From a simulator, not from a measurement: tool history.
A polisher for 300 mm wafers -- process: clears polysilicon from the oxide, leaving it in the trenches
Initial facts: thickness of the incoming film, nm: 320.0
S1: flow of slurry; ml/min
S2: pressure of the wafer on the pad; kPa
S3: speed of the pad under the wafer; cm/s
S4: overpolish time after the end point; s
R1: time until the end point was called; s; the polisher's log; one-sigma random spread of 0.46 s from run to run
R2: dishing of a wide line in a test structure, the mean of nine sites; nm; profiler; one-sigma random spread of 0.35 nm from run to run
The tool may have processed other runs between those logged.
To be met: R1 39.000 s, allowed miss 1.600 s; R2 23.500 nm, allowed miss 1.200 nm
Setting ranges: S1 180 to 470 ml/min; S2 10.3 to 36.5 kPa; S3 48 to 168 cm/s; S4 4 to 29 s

run 1 hour=0.0 | S1=300 S2=23.4 S3=108 S4=15 | R1=15.751 R2=46.846
run 2 hour=7.4 | S1=300 S2=19.3 S3=96 S4=11 | R1=21.041 R2=45.687
run 3 hour=11.8 | S1=300 S2=19.3 S3=96 S4=15 | R1=20.971 R2=45.661
run 4 hour=18.3 | S1=355 S2=16.5 S3=86 S4=11 | R1=26.391 R2=45.145
run 5 hour=26.8 | S1=300 S2=14.5 S3=82 S4=9 | R1=32.377 R2=39.815
run 6 hour=30.4 | S1=260 S2=13.1 S3=86 S4=7 | R1=34.067 R2=35.069
run 7 hour=35.5 | S1=235 S2=12.4 S3=88 S4=6 | R1=36.675 R2=31.835
run 8 hour=43.0 | S1=215 S2=11.7 S3=92 S4=5 | R1=36.381 R2=28.026
run 9 hour=49.4 | S1=205 S2=11.0 S3=94 S4=5 | R1=38.035 R2=27.248
run 10 hour=54.1 | S1=195 S2=11.0 S3=96 S4=5 | R1=38.186 R2=27.306
run 11 hour=58.1 | S1=190 S2=11.0 S3=98 S4=5 | R1=36.814 R2=28.173
run 12 hour=64.3 | S1=275 S2=15.2 S3=68 S4=4 | R1=36.805 R2=24.663
run 13 hour=71.6 | S1=270 S2=15.2 S3=68 S4=4 | R1=37.034 R2=25.172
run 14 hour=74.4 | S1=260 S2=15.2 S3=68 S4=4 | R1=36.967 R2=23.607

Which one of the following 4 next-run settings gets every result inside its allowed miss? There is exactly one.
run A hour=77.2 | S1=240 S2=17.9 S3=56 S4=4 | R1=? R2=?
run B hour=77.2 | S1=190 S2=15.9 S3=58 S4=4 | R1=? R2=?
run C hour=77.2 | S1=320 S2=11.0 S3=76 S4=4 | R1=? R2=?
run D hour=77.2 | S1=285 S2=16.5 S3=66 S4=4 | R1=? R2=?

move=A R1=38.907 R2=24.262
move=B R1=43.629 R2=22.381
move=C R1=44.862 R2=21.934
move=D R1=35.310 R2=25.906
A: every result within its allowed miss
B: takes the biggest miss from the last run beyond its target
C: takes the biggest miss from the last run beyond its target
D: its largest miss is bigger than the last run's
The right move is A.
